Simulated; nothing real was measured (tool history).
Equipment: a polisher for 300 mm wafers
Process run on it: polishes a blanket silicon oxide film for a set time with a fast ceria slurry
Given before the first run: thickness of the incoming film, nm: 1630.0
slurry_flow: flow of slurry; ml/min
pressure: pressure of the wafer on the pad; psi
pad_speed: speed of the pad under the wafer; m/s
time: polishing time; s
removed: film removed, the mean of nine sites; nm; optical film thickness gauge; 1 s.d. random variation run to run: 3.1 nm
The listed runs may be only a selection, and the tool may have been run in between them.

{"run": 1, "hour": 0.0, "slurry_flow": 235, "pressure": 2.9, "pad_speed": 1.08, "time": 20, "removed": 380.61}
{"run": 2, "hour": 7.6, "slurry_flow": 235, "pressure": 3.4, "pad_speed": 1.08, "time": 20, "removed": 450.5}
{"run": 3, "hour": 14.0, "slurry_flow": 235, "pressure": 3.4, "pad_speed": 1.32, "time": 20, "removed": 541.31}
{"run": 4, "hour": 17.4, "slurry_flow": 235, "pressure": 3.4, "pad_speed": 1.32, "time": 18, "removed": 482.55}
{"run": 5, "hour": 20.2, "slurry_flow": 235, "pressure": 3, "pad_speed": 1.3, "time": 18, "removed": 430.21}
{"hour": 28.7, "done": "worn pad replaced by a new one"}
{"run": 6, "hour": 28.7, "slurry_flow": 265, "pressure": 3, "pad_speed": 1.3, "time": 18, "removed": 477}
{"run": 7, "hour": 35.1, "slurry_flow": 230, "pressure": 2.9, "pad_speed": 1.3, "time": 18, "removed": 443.53}
{"run": 8, "hour": 37.4, "slurry_flow": 195, "pressure": 2.1, "pad_speed": 1.28, "time": 18, "removed": 320.08}
{"run": 9, "hour": 42.2, "slurry_flow": 190, "pressure": 1.8, "pad_speed": 1.28, "time": 18, "removed": 275.26}

Forecast run 10:
{"run": 10, "hour": 46.8, "slurry_flow": 195, "pressure": 1.8, "pad_speed": 1.28, "time": 18, "removed": "?"}

removed: 279.84 nm
